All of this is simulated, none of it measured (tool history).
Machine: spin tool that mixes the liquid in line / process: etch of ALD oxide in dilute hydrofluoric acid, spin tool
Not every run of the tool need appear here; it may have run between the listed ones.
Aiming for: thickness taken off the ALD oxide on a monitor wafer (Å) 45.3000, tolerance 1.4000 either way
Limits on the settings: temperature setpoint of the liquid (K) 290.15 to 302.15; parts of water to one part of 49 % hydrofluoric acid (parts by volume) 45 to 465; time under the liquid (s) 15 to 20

run  hour  temperature setpoint of the liquid (K)  parts of water to one part of 49 % hydrofluoric acid (parts by volume)  time under the liquid (s)  thickness taken off the ALD oxide on a monitor wafer (Å)
  1   0.0                                  294.15                                                                     255                         20                                                   16.0530
  2   4.6                                  294.15                                                                     340                         20                                                   10.9880
  3   8.1                                  292.15                                                                     340                         20                                                   10.0760
  4  12.3                                  290.15                                                                     340                         20                                                    9.5241
  5  20.9                                  291.65                                                                     305                         20                                                   11.7920
  6  21.8                                  293.15                                                                     305                         20                                                   12.2600
  7  26.9                                  297.15                                                                     200                         20                                                   23.9420
  8  30.0                                  297.15                                                                     200                         20                                                   24.0470
  9  36.4                                  301.15                                                                      95                         20                                                   66.8950
 10  42.8                                  300.65                                                                      95                         20                                                   65.3890
 11  48.2                                  300.15                                                                      95                         20                                                   63.8120
 12  49.7                                  299.15                                                                      95                         20                                                   61.5590
 13  56.5                                  298.15                                                                      95                         20                                                   58.4520
 14  60.9                                  294.15                                                                     100                         20                                                   47.5310

Exercise: of the 5 proposed moves below, exactly one satisfies all targets within the stated allowed misses. Which move is it?
  A  65.3                                  292.65                                                                      90                         20                                                         ?
  B  65.3                                  295.65                                                                     100                         20                                                         ?
  C  65.3                                  293.15                                                                     100                         20                                                         ?
  D  65.3                                  293.15                                                                      90                         20                                                         ?
  E  65.3                                  299.65                                                                     115                         20                                                         ?

move  thickness taken off the ALD oxide on a monitor wafer (Å)
   A                                                   49.5400
   B                                                   49.8200
   C                                                   45.0100
   D                                                   50.5760
   E                                                   49.7540
A: its largest miss is bigger than the last run's
B: its largest miss is bigger than the last run's
C: every result within its allowed miss
D: its largest miss is bigger than the last run's
E: its largest miss is bigger than the last run's
Answer: C
